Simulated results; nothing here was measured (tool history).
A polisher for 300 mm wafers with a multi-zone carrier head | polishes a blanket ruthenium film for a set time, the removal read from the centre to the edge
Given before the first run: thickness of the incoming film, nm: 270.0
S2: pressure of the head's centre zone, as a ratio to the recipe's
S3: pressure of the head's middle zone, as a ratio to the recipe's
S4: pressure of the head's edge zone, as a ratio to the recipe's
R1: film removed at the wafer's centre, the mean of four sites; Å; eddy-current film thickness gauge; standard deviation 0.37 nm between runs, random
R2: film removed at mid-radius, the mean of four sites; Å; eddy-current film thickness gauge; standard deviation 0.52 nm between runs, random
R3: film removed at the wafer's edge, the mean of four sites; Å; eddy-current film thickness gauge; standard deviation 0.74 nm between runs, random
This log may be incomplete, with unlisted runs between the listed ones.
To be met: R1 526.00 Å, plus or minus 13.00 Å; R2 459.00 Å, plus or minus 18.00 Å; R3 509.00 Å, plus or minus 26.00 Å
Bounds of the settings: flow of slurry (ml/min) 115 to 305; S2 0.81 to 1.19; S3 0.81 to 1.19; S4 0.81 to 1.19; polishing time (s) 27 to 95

Run 1, hour 0.0: flow of slurry (ml/min) 195, S2 1.00, S3 1.00, S4 1.00, polishing time (s) 61. Result: R1 762.14 Å, R2 726.55 Å, R3 750.93 Å.
Run 2, hour 4.7: flow of slurry (ml/min) 190, S2 0.99, S3 0.96, S4 0.96, polishing time (s) 56. Result: R1 691.16 Å, R2 634.44 Å, R3 683.80 Å.
Run 3, hour 5.4: flow of slurry (ml/min) 190, S2 0.99, S3 0.95, S4 0.93, polishing time (s) 52. Result: R1 636.35 Å, R2 584.59 Å, R3 617.25 Å.
Run 4, hour 6.5: flow of slurry (ml/min) 185, S2 0.98, S3 0.92, S4 0.90, polishing time (s) 50. Result: R1 595.01 Å, R2 556.77 Å, R3 595.04 Å.
Run 5, hour 15.1: flow of slurry (ml/min) 185, S2 0.93, S3 0.92, S4 0.90, polishing time (s) 50. Result: R1 571.79 Å, R2 558.36 Å, R3 597.10 Å.
Run 6, hour 15.6: flow of slurry (ml/min) 180, S2 0.95, S3 0.90, S4 0.88, polishing time (s) 48. Result: R1 555.18 Å, R2 516.19 Å, R3 554.48 Å.
Run 7, hour 16.5: flow of slurry (ml/min) 170, S2 0.95, S3 0.88, S4 0.87, polishing time (s) 48. Result: R1 552.72 Å, R2 503.15 Å, R3 538.40 Å.
Run 8, hour 18.2: flow of slurry (ml/min) 160, S2 0.94, S3 0.87, S4 0.87, polishing time (s) 48. Result: R1 529.40 Å, R2 498.02 Å, R3 539.79 Å.
Run 9, hour 23.4: flow of slurry (ml/min) 155, S2 0.95, S3 0.85, S4 0.86, polishing time (s) 48. Result: R1 541.54 Å, R2 483.27 Å, R3 525.89 Å.
Run 10, hour 24.9: flow of slurry (ml/min) 150, S2 0.95, S3 0.84, S4 0.86, polishing time (s) 48. Result: R1 533.17 Å, R2 470.80 Å, R3 554.42 Å.

5 next moves are on the table. One of them brings every result within its allowed miss. Which?
Run A, hour 26.4: flow of slurry (ml/min) 150, S2 1.01, S3 0.81, S4 0.90, polishing time (s) 45. Result: R1 ?, R2 ?, R3 ?.
Run B, hour 26.4: flow of slurry (ml/min) 175, S2 1.00, S3 0.81, S4 0.90, polishing time (s) 43. Result: R1 ?, R2 ?, R3 ?.
Run C, hour 26.4: flow of slurry (ml/min) 185, S2 1.00, S3 0.87, S4 0.96, polishing time (s) 43. Result: R1 ?, R2 ?, R3 ?.
Run D, hour 26.4: flow of slurry (ml/min) 245, S2 1.16, S3 0.89, S4 0.81, polishing time (s) 38. Result: R1 ?, R2 ?, R3 ?.
Run E, hour 26.4: flow of slurry (ml/min) 140, S2 0.95, S3 0.82, S4 0.93, polishing time (s) 50. Result: R1 ?, R2 ?, R3 ?.

move      R1      R2      R3
   A  532.77  421.47  510.59
   B  522.11  415.53  499.06
   C  528.19  444.96  516.51
   D  567.80  417.35  438.17
   E  546.57  465.64  568.75
A: the worst result of the last run now meets its target, but another is out of spec
B: the worst result of the last run now meets its target, but another is out of spec
C: in spec on every target
D: moves the result that the last run missed by most past its target, out the other side
E: misses by more than the last run did
Move C is the one to make.
